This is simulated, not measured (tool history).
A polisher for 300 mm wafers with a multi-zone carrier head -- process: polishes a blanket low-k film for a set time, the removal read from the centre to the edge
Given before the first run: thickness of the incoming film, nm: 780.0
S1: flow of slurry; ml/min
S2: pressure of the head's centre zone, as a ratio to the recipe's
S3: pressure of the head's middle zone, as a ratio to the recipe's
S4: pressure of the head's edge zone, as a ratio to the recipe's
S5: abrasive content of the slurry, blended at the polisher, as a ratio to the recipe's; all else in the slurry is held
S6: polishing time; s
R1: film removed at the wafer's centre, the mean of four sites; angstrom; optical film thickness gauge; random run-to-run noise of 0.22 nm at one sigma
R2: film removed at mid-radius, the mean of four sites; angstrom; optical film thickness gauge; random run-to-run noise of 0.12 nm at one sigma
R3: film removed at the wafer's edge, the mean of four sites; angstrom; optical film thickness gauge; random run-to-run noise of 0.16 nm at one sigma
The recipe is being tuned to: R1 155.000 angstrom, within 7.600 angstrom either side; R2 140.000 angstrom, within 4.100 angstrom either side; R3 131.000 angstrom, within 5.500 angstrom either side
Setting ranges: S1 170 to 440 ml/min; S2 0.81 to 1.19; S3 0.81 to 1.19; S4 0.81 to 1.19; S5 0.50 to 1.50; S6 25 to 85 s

run,hour,S1,S2,S3,S4,S5,S6,R1,R2,R3
1,0.0,280,1.00,1.00,1.00,1.00,55,165.190,165.370,162.380
2,5.1,280,1.00,0.92,1.00,1.00,55,169.480,152.450,163.120
3,9.2,280,1.01,0.93,0.96,0.95,55,164.780,148.370,151.760
4,13.0,280,1.01,0.93,0.96,0.95,48,139.970,131.180,130.920
5,14.1,280,1.01,0.93,0.96,0.95,37,110.030,101.320,104.320
6,16.0,280,1.01,0.93,0.96,0.75,37,95.227,84.542,86.117
7,21.5,320,1.11,1.03,1.05,1.00,38,127.290,116.630,114.180
8,30.0,325,1.13,1.04,1.05,1.05,38,134.840,123.090,119.460
9,36.5,330,1.14,1.05,1.05,1.10,38,143.490,127.560,121.980
10,41.3,335,1.15,1.06,1.06,1.10,38,139.550,129.120,123.150
11,48.7,335,1.16,1.06,1.06,1.15,38,144.420,130.590,126.000
12,55.2,340,1.17,1.07,1.06,1.15,38,151.220,131.710,124.710
13,59.2,345,1.17,1.08,1.07,1.15,38,150.910,134.140,125.100
14,64.9,345,1.17,1.08,1.08,1.15,38,146.980,134.960,124.950

Exercise: of the 4 proposed moves below, exactly one satisfies all targets within the stated allowed misses. Which move is it?
A,70.6,315,1.05,1.08,1.09,0.90,46,?,?,?
B,70.6,355,1.11,0.92,1.12,1.20,41,?,?,?
C,70.6,290,1.16,0.96,1.08,1.10,46,?,?,?
D,70.6,410,1.10,1.01,0.95,0.95,46,?,?,?

move,R1,R2,R3
A,139.510,138.450,131.610
B,156.910,128.560,141.840
C,172.180,140.060,147.040
D,155.140,138.510,129.810
A: brings the last run's worst result on target, with another outside its allowed miss
B: misses by more than the last run did
C: brings the last run's worst result on target, with another outside its allowed miss
D: all results in spec
The move that meets every target is D.

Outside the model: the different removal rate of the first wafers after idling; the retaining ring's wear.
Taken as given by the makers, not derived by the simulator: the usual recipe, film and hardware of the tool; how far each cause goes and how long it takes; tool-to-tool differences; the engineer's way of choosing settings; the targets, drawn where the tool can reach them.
